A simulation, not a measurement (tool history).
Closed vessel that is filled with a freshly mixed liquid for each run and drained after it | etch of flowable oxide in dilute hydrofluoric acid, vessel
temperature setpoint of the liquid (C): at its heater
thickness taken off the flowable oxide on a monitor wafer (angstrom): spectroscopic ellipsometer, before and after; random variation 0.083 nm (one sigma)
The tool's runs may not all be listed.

run,hour,temperature setpoint of the liquid (C),parts of water to one part of 49 % hydrofluoric acid (parts by volume),time in the liquid (s),thickness taken off the flowable oxide on a monitor wafer (angstrom)
1,0,22,255,50,65.684
2,3.8,23,240,50,72.704
3,12.5,20,240,50,65.449
4,16.1,21,230,50,71.649
5,23.4,22.5,230,50,76.051
6,24.2,23.5,220,50,82.999
7,25.9,24.5,210,50,90.499
8,29,24.5,210,50,90.927
9,29.9,25,205,50,96.365
10,35.8,25.5,200,50,100.21
11,42,26,195,50,104.57

Run 12 comes next. What will it give?
12,43.2,26,195,50,?

thickness taken off the flowable oxide on a monitor wafer (angstrom): 105.5

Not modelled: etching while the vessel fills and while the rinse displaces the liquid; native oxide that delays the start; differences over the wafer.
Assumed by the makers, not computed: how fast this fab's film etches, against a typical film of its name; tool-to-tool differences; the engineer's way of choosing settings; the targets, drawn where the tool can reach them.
